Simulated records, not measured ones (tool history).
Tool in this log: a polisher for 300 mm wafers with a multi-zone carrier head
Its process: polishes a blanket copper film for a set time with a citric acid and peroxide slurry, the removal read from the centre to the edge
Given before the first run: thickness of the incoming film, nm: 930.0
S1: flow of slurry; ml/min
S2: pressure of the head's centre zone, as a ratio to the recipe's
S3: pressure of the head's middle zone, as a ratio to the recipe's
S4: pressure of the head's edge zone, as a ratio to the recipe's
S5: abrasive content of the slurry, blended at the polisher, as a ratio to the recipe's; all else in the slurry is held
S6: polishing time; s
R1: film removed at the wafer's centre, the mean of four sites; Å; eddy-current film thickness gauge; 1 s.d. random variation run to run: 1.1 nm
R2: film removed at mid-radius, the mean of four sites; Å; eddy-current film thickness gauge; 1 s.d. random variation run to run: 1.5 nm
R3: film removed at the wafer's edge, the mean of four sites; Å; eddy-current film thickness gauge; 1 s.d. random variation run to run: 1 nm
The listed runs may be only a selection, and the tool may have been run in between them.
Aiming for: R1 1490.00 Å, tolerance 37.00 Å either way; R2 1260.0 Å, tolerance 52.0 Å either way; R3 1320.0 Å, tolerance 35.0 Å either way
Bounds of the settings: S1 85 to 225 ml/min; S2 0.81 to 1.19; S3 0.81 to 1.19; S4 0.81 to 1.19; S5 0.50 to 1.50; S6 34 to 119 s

run  hour   S1    S2    S3    S4    S5  S6       R1      R2      R3
  1   0.0  145  1.00  1.00  1.00  1.00  76   919.04  1022.7  1070.5
  2   4.5  170  1.07  0.98  0.98  1.15  78  1061.00  1079.6  1122.0
  3  11.9  185  1.11  0.96  0.96  1.25  81  1171.30  1131.3  1190.4
  4  16.6  195  1.14  0.94  0.92  1.30  84  1264.90  1174.9  1231.4
  5  21.8  205  1.16  0.92  0.88  1.35  86  1343.10  1192.9  1239.9
  6  30.9  210  1.17  0.91  0.88  1.40  87  1398.60  1219.8  1276.5
  7  33.2  215  1.18  0.91  0.88  1.45  87  1429.10  1233.7  1289.5
  8  34.9  220  1.18  0.91  0.88  1.45  87  1440.30  1243.6  1300.8

Which single option among these 5 for the next run brings every result within its allowed miss of target? Just one does.
  A  36.6  215  1.12  0.81  1.00  1.40  91   ?   ?   ?
  B  36.6  205  1.17  0.88  0.92  1.45  92   ?   ?   ?
  C  36.6  200  1.10  0.92  0.86  1.40  90   ?   ?   ?
  D  36.6  210  1.17  0.87  0.81  1.45  93   ?   ?   ?
  E  36.6  175  1.19  0.82  0.96  1.50  87   ?   ?   ?

move       R1      R2      R3
   A  1398.90  1174.6  1423.3
   B  1480.30  1272.7  1385.9
   C  1346.60  1279.6  1302.1
   D  1501.00  1278.2  1325.9
   E  1402.20  1121.1  1328.0
A: misses by more than the last run did
B: brings the result that was furthest off to its target, and leaves another outside
C: misses by more than the last run did
D: all results land within tolerance of their targets
E: misses by more than the last run did
Answer: D

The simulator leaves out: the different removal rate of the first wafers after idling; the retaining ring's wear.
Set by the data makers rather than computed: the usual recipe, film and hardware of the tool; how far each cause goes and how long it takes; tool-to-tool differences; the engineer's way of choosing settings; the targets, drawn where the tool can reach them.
